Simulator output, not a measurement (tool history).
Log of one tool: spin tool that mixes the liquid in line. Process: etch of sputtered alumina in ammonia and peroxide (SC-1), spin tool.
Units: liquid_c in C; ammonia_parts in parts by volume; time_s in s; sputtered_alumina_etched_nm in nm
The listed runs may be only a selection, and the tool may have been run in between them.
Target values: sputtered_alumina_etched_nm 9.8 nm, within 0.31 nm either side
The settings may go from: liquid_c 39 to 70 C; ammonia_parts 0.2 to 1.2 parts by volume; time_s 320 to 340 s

| run | hour | liquid_c | ammonia_parts | time_s | sputtered_alumina_etched_nm |
|---|---|---|---|---|---|
| 1 | 0 | 55 | 0.75 | 320 | 21.649 |
| 2 | 4.5 | 55 | 0.95 | 320 | 22.331 |
| 3 | 7.2 | 55 | 0.95 | 320 | 22.436 |
| 4 | 9.6 | 51.5 | 0.95 | 320 | 18.735 |
| 5 | 11.9 | 48.5 | 0.95 | 320 | 15.764 |
| 6 | 20.9 | 44.5 | 0.95 | 320 | 12.494 |
| 7 | 23.8 | 43.5 | 0.95 | 320 | 12.024 |
| 8 | 26.2 | 42.5 | 0.95 | 320 | 11.049 |

Consider the 4 candidate settings below. Which is the only one whose results all fall within their allowed miss of target?
| A | 28.6 | 41 | 0.65 | 340 | ? |
| B | 28.6 | 42.5 | 1.05 | 340 | ? |
| C | 28.6 | 42 | 0.9 | 320 | ? |
| D | 28.6 | 40 | 1.2 | 320 | ? |

| move | sputtered_alumina_etched_nm |
|---|---|
| A | 10.424 |
| B | 11.909 |
| C | 10.729 |
| D | 9.8095 |
A: closes in on the targets versus the last run, not all within tolerance yet
B: moves away from the targets compared with the last run
C: closes in on the targets versus the last run, not all within tolerance yet
D: every result lands within tolerance
Correct choice: D, which meets every target
